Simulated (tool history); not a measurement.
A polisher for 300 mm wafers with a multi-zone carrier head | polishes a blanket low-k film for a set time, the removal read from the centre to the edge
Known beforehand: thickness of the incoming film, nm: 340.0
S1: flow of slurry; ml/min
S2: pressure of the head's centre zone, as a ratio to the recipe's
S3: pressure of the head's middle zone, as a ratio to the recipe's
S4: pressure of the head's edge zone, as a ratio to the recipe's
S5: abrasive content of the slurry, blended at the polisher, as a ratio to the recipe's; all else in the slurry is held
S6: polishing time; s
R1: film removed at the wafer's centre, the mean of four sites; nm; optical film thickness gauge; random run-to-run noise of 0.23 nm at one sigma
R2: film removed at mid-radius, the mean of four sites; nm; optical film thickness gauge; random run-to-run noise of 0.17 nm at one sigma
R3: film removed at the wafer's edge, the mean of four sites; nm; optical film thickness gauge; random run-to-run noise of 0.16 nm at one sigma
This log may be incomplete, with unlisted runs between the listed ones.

run 1 hour=0 | S1=260 S2=1 S3=1 S4=1 S5=1 S6=59 | R1=24.225 R2=24.324 R3=24.175
run 2 hour=7.1 | S1=260 S2=0.99 S3=1.01 S4=0.97 S5=0.85 S6=57 | R1=22.027 R2=22.023 R3=21.774
run 3 hour=15.6 | S1=260 S2=0.98 S3=1.03 S4=0.95 S5=0.75 S6=54 | R1=19.16 R2=20.002 R3=18.883
run 4 hour=16.2 | S1=260 S2=0.97 S3=1.03 S4=0.93 S5=0.7 S6=54 | R1=19.036 R2=19.214 R3=18.686
run 5 hour=17.2 | S1=260 S2=0.97 S3=1.05 S4=0.92 S5=0.65 S6=53 | R1=18.427 R2=19.342 R3=17.981
run 6 hour=23.5 | S1=260 S2=0.96 S3=1.05 S4=0.91 S5=0.6 S6=52 | R1=16.9 R2=18.384 R3=16.634
run 7 hour=26.4 | S1=255 S2=0.96 S3=1.04 S4=0.89 S5=0.6 S6=52 | R1=17.315 R2=17.898 R3=16.546
run 8 hour=34.4 | S1=250 S2=0.95 S3=1.04 S4=0.87 S5=0.6 S6=52 | R1=16.867 R2=18.042 R3=16.657
run 9 hour=38.1 | S1=250 S2=0.95 S3=1.04 S4=0.87 S5=0.55 S6=52 | R1=16.059 R2=17.347 R3=16.143

The next listed run, before its measurement:
run 10 hour=39.6 | S1=250 S2=0.96 S3=1.04 S4=0.86 S5=0.55 S6=52 | R1=? R2=? R3=?

{"run 10": {"R1": 16.564, "R2": 17.577, "R3": 16.126}}
